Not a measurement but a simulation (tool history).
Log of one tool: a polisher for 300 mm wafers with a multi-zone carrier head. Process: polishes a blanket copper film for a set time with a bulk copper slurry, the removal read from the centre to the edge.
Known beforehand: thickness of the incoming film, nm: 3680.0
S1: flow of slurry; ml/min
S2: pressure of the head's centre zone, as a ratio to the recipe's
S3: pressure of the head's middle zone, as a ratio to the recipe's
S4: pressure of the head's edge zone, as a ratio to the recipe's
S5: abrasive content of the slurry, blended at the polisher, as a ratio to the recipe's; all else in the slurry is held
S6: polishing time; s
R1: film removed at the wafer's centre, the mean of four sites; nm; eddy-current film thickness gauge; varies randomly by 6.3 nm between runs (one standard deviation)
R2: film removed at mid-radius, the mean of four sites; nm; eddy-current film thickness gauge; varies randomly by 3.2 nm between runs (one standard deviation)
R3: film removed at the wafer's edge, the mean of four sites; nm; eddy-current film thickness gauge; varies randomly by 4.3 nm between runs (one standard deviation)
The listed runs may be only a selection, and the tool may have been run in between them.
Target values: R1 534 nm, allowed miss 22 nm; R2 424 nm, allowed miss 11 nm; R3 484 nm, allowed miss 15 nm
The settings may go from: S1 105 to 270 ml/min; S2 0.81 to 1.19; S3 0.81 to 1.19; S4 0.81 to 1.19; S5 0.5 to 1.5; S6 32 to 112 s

run 1 hour=0 | S1=175 S2=1 S3=1 S4=1 S5=1 S6=72 | R1=702.12 R2=700.73 R3=711.11
run 2 hour=7.3 | S1=175 S2=1 S3=1 S4=1 S5=0.8 S6=72 | R1=664.62 R2=652.89 R3=659.76
run 3 hour=15.3 | S1=175 S2=0.94 S3=1 S4=1 S5=0.8 S6=72 | R1=626.67 R2=659.27 R3=664.77
run 4 hour=16.8 | S1=165 S2=0.96 S3=0.96 S4=0.98 S5=0.75 S6=70 | R1=598.32 R2=602.75 R3=620.22
run 5 hour=23.4 | S1=165 S2=0.96 S3=0.96 S4=0.98 S5=0.9 S6=70 | R1=623.13 R2=629.61 R3=671.06
run 6 hour=31.6 | S1=125 S2=0.96 S3=0.96 S4=0.98 S5=0.9 S6=70 | R1=599.92 R2=591.41 R3=636.47
run 7 hour=37.3 | S1=120 S2=0.98 S3=0.93 S4=0.97 S5=0.8 S6=69 | R1=576.42 R2=545.91 R3=591.11
run 8 hour=44.6 | S1=115 S2=1 S3=0.91 S4=0.97 S5=0.75 S6=68 | R1=550.54 R2=522.77 R3=568.95
run 9 hour=50.4 | S1=115 S2=1.04 S3=0.89 S4=0.98 S5=0.7 S6=67 | R1=563.38 R2=496.79 R3=555.79
run 10 hour=54 | S1=115 S2=1.06 S3=0.87 S4=0.97 S5=0.65 S6=67 | R1=552.58 R2=475.08 R3=547.58

Below are 4 possible settings for the next run. Only one of them brings all results inside the allowed miss of their targets. Which is it?
run A hour=57.6 | S1=120 S2=1.04 S3=0.81 S4=0.98 S5=0.7 S6=63 | R1=? R2=? R3=?
run B hour=57.6 | S1=105 S2=1.15 S3=0.87 S4=0.92 S5=0.7 S6=60 | R1=? R2=? R3=?
run C hour=57.6 | S1=155 S2=0.97 S3=1.13 S4=0.88 S5=0.6 S6=63 | R1=? R2=? R3=?
run D hour=57.6 | S1=110 S2=1.06 S3=1.14 S4=0.84 S5=0.5 S6=71 | R1=? R2=? R3=?

move=A R1=531.36 R2=436.97 R3=539.9
move=B R1=527.73 R2=418.36 R3=490.59
move=C R1=514.86 R2=556.04 R3=521.26
move=D R1=538.74 R2=548.78 R3=517.96
A: gains on the last run, yet a result remains outside its allowed miss
B: meets every target
C: misses by more than the last run did
D: misses by more than the last run did
Correct choice: B, which meets every target

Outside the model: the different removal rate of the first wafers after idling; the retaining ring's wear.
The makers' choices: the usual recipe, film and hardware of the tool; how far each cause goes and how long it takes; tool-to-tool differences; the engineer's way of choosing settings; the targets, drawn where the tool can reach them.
